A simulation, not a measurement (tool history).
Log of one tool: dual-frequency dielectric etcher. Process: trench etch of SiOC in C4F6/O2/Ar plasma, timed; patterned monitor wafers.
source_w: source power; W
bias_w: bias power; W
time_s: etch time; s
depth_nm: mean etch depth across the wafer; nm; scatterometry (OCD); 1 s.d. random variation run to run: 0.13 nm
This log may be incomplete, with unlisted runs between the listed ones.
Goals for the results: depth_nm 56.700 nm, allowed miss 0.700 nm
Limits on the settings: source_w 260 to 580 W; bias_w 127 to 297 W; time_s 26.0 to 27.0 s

Run 1, hour 0.0: source_w 420 W, bias_w 212 W, time_s 26.0 s. Result: depth_nm 62.425 nm.
Run 2, hour 8.0: source_w 400 W, bias_w 211 W, time_s 26.0 s. Result: depth_nm 61.933 nm.
Run 3, hour 8.6: source_w 380 W, bias_w 209 W, time_s 26.0 s. Result: depth_nm 60.954 nm.
Run 4, hour 14.6: source_w 360 W, bias_w 207 W, time_s 26.0 s. Result: depth_nm 60.559 nm.
Run 5, hour 16.2: source_w 360 W, bias_w 207 W, time_s 27.0 s. Result: depth_nm 62.798 nm.
Run 6, hour 20.7: source_w 360 W, bias_w 194 W, time_s 27.0 s. Result: depth_nm 61.449 nm.
Run 7, hour 21.9: source_w 340 W, bias_w 191 W, time_s 27.0 s. Result: depth_nm 60.020 nm.
Run 8, hour 28.7: source_w 320 W, bias_w 190 W, time_s 27.0 s. Result: depth_nm 59.487 nm.
Run 9, hour 29.6: source_w 320 W, bias_w 190 W, time_s 27.0 s. Result: depth_nm 59.323 nm.
Run 10, hour 35.3: source_w 270 W, bias_w 187 W, time_s 27.0 s. Result: depth_nm 57.621 nm.
Run 11, hour 42.7: source_w 270 W, bias_w 187 W, time_s 27.0 s. Result: depth_nm 57.523 nm.
Run 12, hour 44.3: source_w 270 W, bias_w 186 W, time_s 27.0 s. Result: depth_nm 57.527 nm.

Which single option among these 5 for the next run brings every result within its allowed miss of target? Just one does.
Run A, hour 45.9: source_w 330 W, bias_w 191 W, time_s 26.5 s. Result: depth_nm ?.
Run B, hour 45.9: source_w 260 W, bias_w 195 W, time_s 27.0 s. Result: depth_nm ?.
Run C, hour 45.9: source_w 260 W, bias_w 193 W, time_s 26.5 s. Result: depth_nm ?.
Run D, hour 45.9: source_w 310 W, bias_w 187 W, time_s 26.5 s. Result: depth_nm ?.
Run E, hour 45.9: source_w 290 W, bias_w 203 W, time_s 27.0 s. Result: depth_nm ?.

move  depth_nm
   A    58.963
   B    58.150
   C    56.871
   D    57.903
   E    59.998
A: the biggest miss grows against the last run
B: the biggest miss grows against the last run
C: all results land within tolerance of their targets
D: the biggest miss grows against the last run
E: the biggest miss grows against the last run
So the answer is move C, the one that meets all the targets.
